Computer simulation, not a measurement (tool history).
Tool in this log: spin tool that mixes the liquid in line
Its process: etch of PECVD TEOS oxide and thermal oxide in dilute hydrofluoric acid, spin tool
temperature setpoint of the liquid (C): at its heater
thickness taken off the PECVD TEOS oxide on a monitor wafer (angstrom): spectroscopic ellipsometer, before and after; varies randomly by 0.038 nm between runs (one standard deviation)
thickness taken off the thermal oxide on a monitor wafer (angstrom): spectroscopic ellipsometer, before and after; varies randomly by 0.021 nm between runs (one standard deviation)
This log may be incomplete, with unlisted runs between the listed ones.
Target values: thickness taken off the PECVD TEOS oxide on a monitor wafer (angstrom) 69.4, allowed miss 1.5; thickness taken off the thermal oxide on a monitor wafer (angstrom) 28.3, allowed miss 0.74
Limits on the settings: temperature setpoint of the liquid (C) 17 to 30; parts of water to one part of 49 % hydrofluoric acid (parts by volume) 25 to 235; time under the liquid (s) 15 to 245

run,day,temperature setpoint of the liquid (C),parts of water to one part of 49 % hydrofluoric acid (parts by volume),time under the liquid (s),thickness taken off the PECVD TEOS oxide on a monitor wafer (angstrom),thickness taken off the thermal oxide on a monitor wafer (angstrom)
1,0,22,130,125,96.097,39.083
2,0.217,21,135,125,89.373,36.058
3,0.354,21,135,145,102.31,42.471
4,0.521,20.5,140,145,96.252,40.17
5,0.858,20,145,145,91.809,36.914
6,0.988,20,150,145,87.155,36.033
7,1.267,19.5,155,145,82.721,33.872
8,1.483,19,155,145,80.238,32.765
9,1.679,18.5,155,145,80.285,32.444
10,1.908,18.5,160,145,76.956,31.255
11,2.271,18,160,145,74.908,30.472
12,2.633,17.5,165,145,70.927,29.31

Consider the 5 candidate settings below. Which is the only one whose results all fall within their allowed miss of target?
A,2.996,17,160,140,?,?
B,2.996,17,190,180,?,?
C,2.996,20.5,130,100,?,?
D,2.996,22,180,140,?,?
E,2.996,19,175,150,?,?

move,thickness taken off the PECVD TEOS oxide on a monitor wafer (angstrom),thickness taken off the thermal oxide on a monitor wafer (angstrom)
A,69.416,28.246
B,73.065,29.731
C,72.479,29.492
D,73.687,29.984
E,72.623,29.551
A: each result inside its tolerance
B: the biggest miss grows against the last run
C: the biggest miss grows against the last run
D: the biggest miss grows against the last run
E: the biggest miss grows against the last run
So the answer is move A, the one that meets all the targets.
